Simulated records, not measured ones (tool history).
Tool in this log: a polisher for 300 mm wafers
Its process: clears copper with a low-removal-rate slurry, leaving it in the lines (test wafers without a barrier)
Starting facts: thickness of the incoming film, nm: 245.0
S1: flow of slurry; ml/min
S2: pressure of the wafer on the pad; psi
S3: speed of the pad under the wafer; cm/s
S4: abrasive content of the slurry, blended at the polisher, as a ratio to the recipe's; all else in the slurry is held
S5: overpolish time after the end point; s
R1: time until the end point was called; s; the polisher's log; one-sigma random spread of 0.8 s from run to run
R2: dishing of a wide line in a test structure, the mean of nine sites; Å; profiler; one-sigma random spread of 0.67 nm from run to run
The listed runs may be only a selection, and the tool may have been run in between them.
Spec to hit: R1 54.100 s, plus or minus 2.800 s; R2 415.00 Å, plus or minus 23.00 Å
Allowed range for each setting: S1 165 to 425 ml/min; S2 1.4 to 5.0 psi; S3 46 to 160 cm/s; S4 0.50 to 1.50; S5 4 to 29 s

run	hour	S1	S2	S3	S4	S5	R1	R2
1	0.0	275	3.2	102	1.00	15	66.439	296.22
2	4.7	275	3.3	102	1.00	16	65.062	314.19
3	7.7	275	3.3	102	1.00	12	65.824	259.32
4	15.4	275	3.4	102	1.00	13	64.550	271.01
5	23.5	275	3.5	102	1.00	14	64.173	301.71
6	27.1	275	3.5	102	0.80	14	66.974	278.90
7	36.1	275	3.6	102	0.80	15	63.228	305.32
8	41.5	275	3.6	102	0.80	15	64.735	307.53

Which single option among these 5 for the next run brings every result within its allowed miss of target? Just one does.
A	46.9	270	3.8	126	0.65	16	?	?
B	46.9	315	3.4	92	0.85	12	?	?
C	46.9	290	3.5	104	0.75	11	?	?
D	46.9	260	3.9	108	1.00	22	?	?
E	46.9	265	3.6	106	0.80	21	?	?

move	R1	R2
A	54.259	347.75
B	73.872	238.33
C	66.792	240.90
D	54.986	402.23
E	63.477	367.48
A: gains on the last run, yet a result remains outside its allowed miss
B: its largest miss is bigger than the last run's
C: its largest miss is bigger than the last run's
D: hits every target within its allowed miss
E: gains on the last run, yet a result remains outside its allowed miss
Correct choice: D, which meets every target
